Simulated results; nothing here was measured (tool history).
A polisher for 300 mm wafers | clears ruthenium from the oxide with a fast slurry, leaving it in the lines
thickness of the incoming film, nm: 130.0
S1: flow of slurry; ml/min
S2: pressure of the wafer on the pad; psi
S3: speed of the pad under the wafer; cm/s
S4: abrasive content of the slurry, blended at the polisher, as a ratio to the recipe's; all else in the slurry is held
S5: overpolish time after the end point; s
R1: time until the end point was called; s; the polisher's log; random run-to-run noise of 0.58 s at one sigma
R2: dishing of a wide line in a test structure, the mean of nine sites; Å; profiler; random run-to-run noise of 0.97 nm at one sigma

{"run": 1, "hour": 0.0, "S1": 245, "S2": 2.4, "S3": 98, "S4": 1, "S5": 21, "R1": 38.677, "R2": 516.57}
{"run": 2, "hour": 2.0, "S1": 245, "S2": 2.4, "S3": 110, "S4": 1, "S5": 21, "R1": 33.643, "R2": 582.15}
{"run": 3, "hour": 7.5, "S1": 245, "S2": 2.4, "S3": 110, "S4": 1, "S5": 23, "R1": 33.831, "R2": 629.22}
{"run": 4, "hour": 9.3, "S1": 290, "S2": 2.4, "S3": 110, "S4": 1, "S5": 23, "R1": 33.618, "R2": 649.3}
{"run": 5, "hour": 12.1, "S1": 290, "S2": 2.4, "S3": 110, "S4": 1, "S5": 25, "R1": 33.785, "R2": 702.02}
{"run": 6, "hour": 16.8, "S1": 335, "S2": 2.4, "S3": 110, "S4": 1, "S5": 25, "R1": 32.244, "R2": 695.78}
{"run": 7, "hour": 19.0, "S1": 335, "S2": 2.4, "S3": 110, "S4": 1, "S5": 25, "R1": 32.826, "R2": 705.62}

What will run 8 give?
{"run": 8, "hour": 25.9, "S1": 325, "S2": 2.1, "S3": 110, "S4": 1, "S5": 32, "R1": "?", "R2": "?"}

R1: 37.59 s
R2: 790.03 Å
